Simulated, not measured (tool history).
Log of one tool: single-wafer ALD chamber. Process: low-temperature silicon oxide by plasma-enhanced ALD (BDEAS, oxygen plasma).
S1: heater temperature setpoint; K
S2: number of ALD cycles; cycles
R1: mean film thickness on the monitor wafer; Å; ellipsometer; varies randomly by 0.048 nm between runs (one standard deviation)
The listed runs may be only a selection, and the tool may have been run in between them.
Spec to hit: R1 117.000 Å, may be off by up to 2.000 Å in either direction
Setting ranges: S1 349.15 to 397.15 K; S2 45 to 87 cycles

run	day	S1	S2	R1
1	0.000	373.15	66	98.295
2	0.283	369.15	69	104.100
3	0.588	363.15	69	106.070
4	0.775	373.15	69	102.820
5	0.871	369.15	71	108.210
6	1.212	366.15	72	109.920
7	1.588	363.15	73	112.860
8	1.667	361.15	73	112.740

Pick the move, out of 4, that brings all results within their allowed miss; only one does.
A	1.746	364.15	79	?
B	1.746	367.15	80	?
C	1.746	370.15	78	?
D	1.746	366.15	80	?

move	R1
A	121.850
B	122.080
C	117.760
D	122.520
A: carries the result that was furthest off beyond its target, to the other side
B: carries the result that was furthest off beyond its target, to the other side
C: meets every target
D: carries the result that was furthest off beyond its target, to the other side
The move that meets every target is C.

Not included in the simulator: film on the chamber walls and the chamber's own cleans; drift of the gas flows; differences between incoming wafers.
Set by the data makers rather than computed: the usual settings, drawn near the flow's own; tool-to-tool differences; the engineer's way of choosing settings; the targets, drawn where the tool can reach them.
